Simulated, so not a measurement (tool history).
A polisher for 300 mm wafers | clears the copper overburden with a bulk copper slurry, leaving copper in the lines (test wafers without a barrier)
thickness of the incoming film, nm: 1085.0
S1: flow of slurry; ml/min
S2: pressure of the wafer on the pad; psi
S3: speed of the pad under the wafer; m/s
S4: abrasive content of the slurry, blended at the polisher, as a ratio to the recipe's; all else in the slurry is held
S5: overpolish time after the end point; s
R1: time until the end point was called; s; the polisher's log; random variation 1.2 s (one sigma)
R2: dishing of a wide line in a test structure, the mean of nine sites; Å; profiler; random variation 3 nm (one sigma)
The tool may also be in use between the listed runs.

run,hour,S1,S2,S3,S4,S5,R1,R2
1,0,210,2.7,1.04,1,24,98.819,1291.9
2,6.7,210,2.7,1.04,1,33,94.634,1491.1
3,13.9,210,2.7,1.04,1.1,33,94.306,1528.2
4,22.6,210,2.9,1.06,1.1,29,90.627,1544.3
5,28.4,210,3.4,1.06,1.1,29,74.132,1643.5
6,35.7,210,3.1,1.06,1.1,29,80.46,1538.2
7,38.1,210,3.3,1.06,1.1,27,78.028,1577.5

Forecast run 8:
8,44.5,210,3.3,1.06,1.1,27,?,?

Run 8 gave R1 74.016 s, R2 1514.8 Å.

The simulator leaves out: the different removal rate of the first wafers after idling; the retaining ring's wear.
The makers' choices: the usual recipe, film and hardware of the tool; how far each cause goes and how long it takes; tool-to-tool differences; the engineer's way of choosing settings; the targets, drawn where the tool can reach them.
